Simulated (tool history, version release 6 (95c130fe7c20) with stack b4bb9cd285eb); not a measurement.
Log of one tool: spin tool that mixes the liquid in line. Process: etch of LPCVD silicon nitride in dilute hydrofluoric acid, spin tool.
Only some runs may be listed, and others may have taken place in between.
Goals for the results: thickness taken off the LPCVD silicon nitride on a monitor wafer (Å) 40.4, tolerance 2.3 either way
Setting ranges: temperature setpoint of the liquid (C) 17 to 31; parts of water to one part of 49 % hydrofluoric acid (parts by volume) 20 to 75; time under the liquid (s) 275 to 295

| run | hour | temperature setpoint of the liquid (C) | parts of water to one part of 49 % hydrofluoric acid (parts by volume) | time under the liquid (s) | thickness taken off the LPCVD silicon nitride on a monitor wafer (Å) |
|---|---|---|---|---|---|
| 1 | 0 | 23 | 45 | 275 | 25.629 |
| 2 | 1.6 | 24 | 45 | 275 | 26.659 |
| 3 | 9.6 | 22 | 45 | 275 | 23.631 |
| 4 | 14.5 | 22 | 40 | 275 | 26.848 |
| 5 | 22.8 | 22 | 40 | 295 | 28.824 |
| 6 | 28.8 | 22 | 40 | 295 | 28.666 |
| 7 | 35.6 | 23 | 40 | 295 | 31.008 |
| 8 | 42.8 | 23.5 | 40 | 295 | 31.933 |

Next run, 5 choices. One meets every target within its allowed miss, the rest don't. Which?
| A | 50 | 25 | 35 | 295 | ? |
| B | 50 | 20 | 40 | 285 | ? |
| C | 50 | 25.5 | 30 | 295 | ? |
| D | 50 | 24 | 45 | 275 | ? |
| E | 50 | 23.5 | 45 | 275 | ? |

| move | thickness taken off the LPCVD silicon nitride on a monitor wafer (Å) |
|---|---|
| A | 39.982 |
| B | 24.077 |
| C | 48.025 |
| D | 27.269 |
| E | 26.361 |
A: every result lands within tolerance
B: lands further from the targets than the last run did
C: moves the result that the last run missed by most past its target, out the other side
D: lands further from the targets than the last run did
E: lands further from the targets than the last run did
Move A is the one to make.

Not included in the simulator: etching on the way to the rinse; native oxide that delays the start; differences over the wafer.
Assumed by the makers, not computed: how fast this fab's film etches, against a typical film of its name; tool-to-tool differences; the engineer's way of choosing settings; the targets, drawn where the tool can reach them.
